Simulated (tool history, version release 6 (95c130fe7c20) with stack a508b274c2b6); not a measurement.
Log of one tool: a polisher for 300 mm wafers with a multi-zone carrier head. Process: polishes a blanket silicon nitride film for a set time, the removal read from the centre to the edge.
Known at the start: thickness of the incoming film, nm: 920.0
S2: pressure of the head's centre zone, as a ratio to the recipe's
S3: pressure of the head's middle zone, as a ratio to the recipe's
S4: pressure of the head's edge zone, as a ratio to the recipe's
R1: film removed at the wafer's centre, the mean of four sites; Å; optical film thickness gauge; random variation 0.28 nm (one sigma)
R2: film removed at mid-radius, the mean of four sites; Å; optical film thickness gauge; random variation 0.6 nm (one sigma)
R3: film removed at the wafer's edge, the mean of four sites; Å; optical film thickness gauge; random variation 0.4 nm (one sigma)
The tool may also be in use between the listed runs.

run 1 hour=0 | flow_of_slurry_(ml/min)=270 S2=1 S3=1 S4=1 polishing_time_(s)=55 | R1=529.57 R2=519.6 R3=513.41
run 2 hour=8.3 | flow_of_slurry_(ml/min)=270 S2=1 S3=1 S4=1 polishing_time_(s)=64 | R1=614.18 R2=594.07 R3=590.89
run 3 hour=12.7 | flow_of_slurry_(ml/min)=260 S2=0.96 S3=0.97 S4=0.97 polishing_time_(s)=60 | R1=549.92 R2=540.53 R3=550.78
run 4 hour=15.3 | flow_of_slurry_(ml/min)=260 S2=0.96 S3=0.97 S4=0.97 polishing_time_(s)=67 | R1=611.71 R2=600.84 R3=609.13
run 5 hour=19 | flow_of_slurry_(ml/min)=260 S2=0.96 S3=0.97 S4=0.97 polishing_time_(s)=56 | R1=512.47 R2=510.62 R3=512.93
run 6 hour=20.4 | flow_of_slurry_(ml/min)=320 S2=0.96 S3=0.97 S4=0.97 polishing_time_(s)=56 | R1=531.61 R2=523.63 R3=530.16

Forecast run 7:
run 7 hour=24.1 | flow_of_slurry_(ml/min)=295 S2=0.93 S3=0.95 S4=0.94 polishing_time_(s)=54 | R1=? R2=? R3=?

Run 7 gave R1 482.23 Å, R2 488.08 Å, R3 495.74 Å.

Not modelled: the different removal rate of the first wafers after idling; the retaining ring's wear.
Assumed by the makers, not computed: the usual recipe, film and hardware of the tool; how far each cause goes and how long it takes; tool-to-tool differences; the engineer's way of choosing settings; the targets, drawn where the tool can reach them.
